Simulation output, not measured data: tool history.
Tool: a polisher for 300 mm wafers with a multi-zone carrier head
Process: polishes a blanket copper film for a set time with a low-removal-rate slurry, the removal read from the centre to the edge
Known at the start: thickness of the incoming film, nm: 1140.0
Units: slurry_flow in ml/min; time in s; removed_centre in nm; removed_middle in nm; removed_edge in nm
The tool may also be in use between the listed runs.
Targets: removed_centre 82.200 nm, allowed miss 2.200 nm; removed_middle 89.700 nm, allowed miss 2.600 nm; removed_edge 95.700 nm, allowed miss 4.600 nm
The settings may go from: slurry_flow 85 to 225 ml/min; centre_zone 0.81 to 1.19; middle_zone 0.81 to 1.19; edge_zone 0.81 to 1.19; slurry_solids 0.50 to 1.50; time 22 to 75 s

run 1 day=0.000 | slurry_flow=145 centre_zone=1.00 middle_zone=1.00 edge_zone=1.00 slurry_solids=1.00 time=48 | removed_centre=132.860 removed_middle=135.590 removed_edge=134.230
run 2 day=0.350 | slurry_flow=145 centre_zone=1.00 middle_zone=1.00 edge_zone=0.95 slurry_solids=1.00 time=48 | removed_centre=133.010 removed_middle=136.960 removed_edge=131.200
run 3 day=0.433 | slurry_flow=130 centre_zone=0.95 middle_zone=0.96 edge_zone=0.93 slurry_solids=0.85 time=46 | removed_centre=115.280 removed_middle=118.730 removed_edge=114.930
run 4 day=0.529 | slurry_flow=120 centre_zone=0.91 middle_zone=0.94 edge_zone=0.96 slurry_solids=0.75 time=45 | removed_centre=100.400 removed_middle=110.020 removed_edge=111.970
run 5 day=0.850 | slurry_flow=145 centre_zone=0.91 middle_zone=0.94 edge_zone=0.96 slurry_solids=0.75 time=45 | removed_centre=105.750 removed_middle=114.210 removed_edge=112.550
run 6 day=0.979 | slurry_flow=130 centre_zone=0.88 middle_zone=0.90 edge_zone=0.94 slurry_solids=0.70 time=45 | removed_centre=97.443 removed_middle=103.380 removed_edge=106.660
run 7 day=1.225 | slurry_flow=120 centre_zone=0.86 middle_zone=0.89 edge_zone=0.92 slurry_solids=0.65 time=45 | removed_centre=91.203 removed_middle=98.716 removed_edge=100.930
run 8 day=1.475 | slurry_flow=110 centre_zone=0.85 middle_zone=0.88 edge_zone=0.92 slurry_solids=0.65 time=45 | removed_centre=89.794 removed_middle=97.253 removed_edge=104.440
run 9 day=1.700 | slurry_flow=105 centre_zone=0.84 middle_zone=0.87 edge_zone=0.90 slurry_solids=0.60 time=45 | removed_centre=84.624 removed_middle=93.917 removed_edge=100.160

Which of these 5 next moves meets every target?
run A day=1.925 | slurry_flow=110 centre_zone=0.91 middle_zone=0.87 edge_zone=0.87 slurry_solids=0.80 time=40 | removed_centre=? removed_middle=? removed_edge=?
run B day=1.925 | slurry_flow=85 centre_zone=0.84 middle_zone=0.92 edge_zone=0.92 slurry_solids=0.55 time=47 | removed_centre=? removed_middle=? removed_edge=?
run C day=1.925 | slurry_flow=85 centre_zone=0.88 middle_zone=0.91 edge_zone=0.92 slurry_solids=0.55 time=45 | removed_centre=? removed_middle=? removed_edge=?
run D day=1.925 | slurry_flow=130 centre_zone=0.81 middle_zone=0.95 edge_zone=0.91 slurry_solids=0.95 time=38 | removed_centre=? removed_middle=? removed_edge=?
run E day=1.925 | slurry_flow=140 centre_zone=0.81 middle_zone=0.91 edge_zone=0.82 slurry_solids=0.70 time=41 | removed_centre=? removed_middle=? removed_edge=?

move=A removed_centre=89.006 removed_middle=91.494 removed_edge=96.636
move=B removed_centre=81.460 removed_middle=95.564 removed_edge=100.950
move=C removed_centre=81.736 removed_middle=90.715 removed_edge=96.667
move=D removed_centre=81.699 removed_middle=100.550 removed_edge=100.230
move=E removed_centre=82.421 removed_middle=98.000 removed_edge=96.013
A: brings the result that was furthest off to its target, and leaves another outside
B: further off than the last run
C: meets every target
D: further off than the last run
E: further off than the last run
Answer: C
